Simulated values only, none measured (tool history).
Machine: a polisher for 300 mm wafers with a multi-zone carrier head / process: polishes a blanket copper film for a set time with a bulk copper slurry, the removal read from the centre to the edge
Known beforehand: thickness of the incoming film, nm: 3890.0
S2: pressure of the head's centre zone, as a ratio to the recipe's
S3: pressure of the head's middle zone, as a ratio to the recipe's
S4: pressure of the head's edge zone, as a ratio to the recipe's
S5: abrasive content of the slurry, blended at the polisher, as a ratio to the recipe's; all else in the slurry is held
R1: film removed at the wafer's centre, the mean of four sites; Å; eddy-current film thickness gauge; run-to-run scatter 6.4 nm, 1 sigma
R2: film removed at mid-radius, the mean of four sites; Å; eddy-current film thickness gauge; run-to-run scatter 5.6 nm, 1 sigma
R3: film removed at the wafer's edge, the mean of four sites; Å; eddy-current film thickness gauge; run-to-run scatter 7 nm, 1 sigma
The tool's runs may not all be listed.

Run 1, hour 0: flow of slurry (ml/min) 280, S2 1, S3 1, S4 1, S5 1, polishing time (s) 46. Result: R1 3216.4 Å, R2 3306.1 Å, R3 3260.6 Å.
Run 2, hour 7.9: flow of slurry (ml/min) 280, S2 1, S3 1, S4 1, S5 1.1, polishing time (s) 46. Result: R1 3311.3 Å, R2 3387.2 Å, R3 3307.4 Å.
Run 3, hour 11: flow of slurry (ml/min) 280, S2 1, S3 1.05, S4 1, S5 1.1, polishing time (s) 46. Result: R1 3289.6 Å, R2 3535.8 Å, R3 3273.5 Å.
Run 4, hour 13.8: flow of slurry (ml/min) 285, S2 1.04, S3 1.06, S4 1.02, S5 1.2, polishing time (s) 49. Result: R1 3672.3 Å, R2 3855.7 Å, R3 3548.3 Å.
Run 5, hour 20.4: flow of slurry (ml/min) 285, S2 1.04, S3 1.06, S4 1.02, S5 1.2, polishing time (s) 39. Result: R1 2940.4 Å, R2 3044.8 Å, R3 2761.8 Å.
Run 6, hour 21.5: flow of slurry (ml/min) 285, S2 1.04, S3 1.09, S4 1.02, S5 1.2, polishing time (s) 39. Result: R1 2991.3 Å, R2 3109.6 Å, R3 2800.7 Å.

What does the tool deliver on the next run?
At hour 24.9: worn pad replaced by a new one.
Run 7, hour 24.9: flow of slurry (ml/min) 290, S2 1.08, S3 1.08, S4 1.03, S5 1.25, polishing time (s) 45. Result: R1 ?, R2 ?, R3 ?.

Run 7 measured R1 4010.1 Å, R2 4051.1 Å, R3 3671 Å.
